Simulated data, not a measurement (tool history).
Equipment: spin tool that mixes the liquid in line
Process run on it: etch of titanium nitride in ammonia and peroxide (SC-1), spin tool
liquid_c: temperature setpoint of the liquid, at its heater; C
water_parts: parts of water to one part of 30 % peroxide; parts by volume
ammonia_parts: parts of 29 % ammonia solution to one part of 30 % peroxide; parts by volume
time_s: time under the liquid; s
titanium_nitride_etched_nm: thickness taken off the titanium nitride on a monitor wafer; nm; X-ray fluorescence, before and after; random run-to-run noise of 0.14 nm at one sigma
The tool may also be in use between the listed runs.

run  hour  liquid_c  water_parts  ammonia_parts  time_s  titanium_nitride_etched_nm
  1     0        47            6           0.85     300                      14.499
  2   7.5        47            8           0.85     300                      12.567
  3  11.5        47            8           0.85     320                      13.557
  4  19.1        47           10           0.85     320                      12.052
  5  26.1        47           10           0.85     300                       11.36
  6  27.9      51.5          9.5           0.85     300                      15.921
     34.4  -- heated supply line repaired
  7  34.4      59.5            7           0.85     300                       36.63
  8  38.2      59.5            7           0.85     300                      36.536
  9  45.6        60            7           0.85     300                      37.577
 10  47.6        60            7           0.85     300                      37.554
 11  53.2      60.5            7           0.85     300                      38.951

Run 12, settings as shown, results not yet in. Your forecast:
 12  56.4        61            7           0.85     300                           ?

titanium_nitride_etched_nm: 40.181 nm

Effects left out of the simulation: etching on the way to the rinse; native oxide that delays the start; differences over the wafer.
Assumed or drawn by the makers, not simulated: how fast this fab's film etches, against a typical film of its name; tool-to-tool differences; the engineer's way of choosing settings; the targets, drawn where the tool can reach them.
